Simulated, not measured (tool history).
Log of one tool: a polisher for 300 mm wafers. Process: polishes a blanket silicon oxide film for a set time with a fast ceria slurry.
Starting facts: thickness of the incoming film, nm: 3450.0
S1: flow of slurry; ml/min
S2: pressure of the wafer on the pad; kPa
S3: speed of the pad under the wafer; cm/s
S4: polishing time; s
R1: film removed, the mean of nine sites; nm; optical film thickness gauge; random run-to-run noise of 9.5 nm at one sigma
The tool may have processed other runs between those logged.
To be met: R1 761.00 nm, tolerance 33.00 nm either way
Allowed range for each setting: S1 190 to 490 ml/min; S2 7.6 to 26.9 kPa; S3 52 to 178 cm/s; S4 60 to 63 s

run    day   S1    S2   S3  S4      R1
  1  0.000  315  17.2  114  60  899.94
  2  0.346  315  16.5  114  60  901.35
  3  0.638  315  15.9  114  60  870.26
  4  0.917  315  15.2  114  60  836.44
  5  1.071  315  15.2  124  60  916.06
  6  1.342  345  15.2  124  60  944.07
  7  1.404  330  14.5  124  60  911.29
  8  1.588  320  13.8  124  60  868.44

Exactly one of the 4 candidate moves below puts every result within its allowed miss. Which one?
  A  1.771  330  15.9  134  63   ?
  B  1.771  285  16.5  112  63   ?
  C  1.771  350  12.4  120  61   ?
  D  1.771  350  13.8  108  60   ?

move       R1
   A  1076.00
   B   915.86
   C   821.35
   D   771.49
A: lands further from the targets than the last run did
B: lands further from the targets than the last run did
C: closes in on the targets versus the last run, not all within tolerance yet
D: all results in spec
Move D is the one to make.
